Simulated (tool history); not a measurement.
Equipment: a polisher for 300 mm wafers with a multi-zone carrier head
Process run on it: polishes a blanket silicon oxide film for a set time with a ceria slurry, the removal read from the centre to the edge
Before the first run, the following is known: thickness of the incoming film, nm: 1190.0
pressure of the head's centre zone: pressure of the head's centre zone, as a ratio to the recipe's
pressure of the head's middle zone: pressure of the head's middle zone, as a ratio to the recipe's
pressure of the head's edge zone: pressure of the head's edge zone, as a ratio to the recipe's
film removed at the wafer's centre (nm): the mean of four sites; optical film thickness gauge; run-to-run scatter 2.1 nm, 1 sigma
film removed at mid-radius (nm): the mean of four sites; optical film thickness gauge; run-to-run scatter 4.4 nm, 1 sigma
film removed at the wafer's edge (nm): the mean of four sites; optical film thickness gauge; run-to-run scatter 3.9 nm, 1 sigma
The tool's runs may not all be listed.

run,hour,flow of slurry (ml/min),pressure of the head's centre zone,pressure of the head's middle zone,pressure of the head's edge zone,polishing time (s),film removed at the wafer's centre (nm),film removed at mid-radius (nm),film removed at the wafer's edge (nm)
1,0,180,1,1,1,39,229.35,225.58,229.48
2,2.2,185,1.01,1.01,1.01,40,236.31,235.67,238.28
3,3.1,170,1.01,1.01,1.01,40,233.22,237.67,239.68
4,10.9,170,0.98,1.01,1.01,40,228.69,237.93,235.12
5,16.8,175,1,1.02,1.02,41,238.17,246.93,243.71
6,18.6,175,1.02,1.02,1.03,42,249.86,246.43,251.24
7,22.6,175,1.02,1.03,1.04,43,257.69,259.69,264.1
8,27.6,225,1.12,1.13,1.14,46,311.91,299.98,296.3

Run 9 comes next. What will it give?
9,30.7,235,1.11,1.14,1.17,48,?,?,?

film removed at the wafer's centre (nm): 323.66
film removed at mid-radius (nm): 323.49
film removed at the wafer's edge (nm): 317.4
